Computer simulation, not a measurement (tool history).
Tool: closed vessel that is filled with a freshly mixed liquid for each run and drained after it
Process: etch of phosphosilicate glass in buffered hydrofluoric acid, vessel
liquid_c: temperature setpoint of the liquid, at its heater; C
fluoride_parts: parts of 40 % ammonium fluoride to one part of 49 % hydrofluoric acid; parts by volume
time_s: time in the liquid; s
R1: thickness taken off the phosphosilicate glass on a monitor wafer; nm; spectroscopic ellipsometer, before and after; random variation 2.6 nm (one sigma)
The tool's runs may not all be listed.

Run 1, hour 0.0: liquid_c 21.0 C, fluoride_parts 12.0 parts by volume, time_s 35 s. Result: R1 116.850 nm.
Run 2, hour 4.4: liquid_c 21.0 C, fluoride_parts 14.0 parts by volume, time_s 35 s. Result: R1 99.916 nm.
Run 3, hour 6.9: liquid_c 21.0 C, fluoride_parts 11.5 parts by volume, time_s 35 s. Result: R1 123.320 nm.
Run 4, hour 9.1: liquid_c 22.5 C, fluoride_parts 11.0 parts by volume, time_s 35 s. Result: R1 137.440 nm.
Run 5, hour 15.0: liquid_c 22.5 C, fluoride_parts 11.0 parts by volume, time_s 30 s. Result: R1 118.130 nm.
Run 6, hour 19.1: liquid_c 24.5 C, fluoride_parts 11.0 parts by volume, time_s 30 s. Result: R1 134.650 nm.
Run 7, hour 25.5: liquid_c 25.5 C, fluoride_parts 10.0 parts by volume, time_s 30 s. Result: R1 154.820 nm.
Run 8, hour 27.0: liquid_c 26.0 C, fluoride_parts 9.0 parts by volume, time_s 30 s. Result: R1 170.610 nm.

Run 9 comes next. What will it give?
Run 9, hour 32.1: liquid_c 29.0 C, fluoride_parts 5.0 parts by volume, time_s 30 s. Result: R1 ?.

{"run 9": {"R1": 349.68}}

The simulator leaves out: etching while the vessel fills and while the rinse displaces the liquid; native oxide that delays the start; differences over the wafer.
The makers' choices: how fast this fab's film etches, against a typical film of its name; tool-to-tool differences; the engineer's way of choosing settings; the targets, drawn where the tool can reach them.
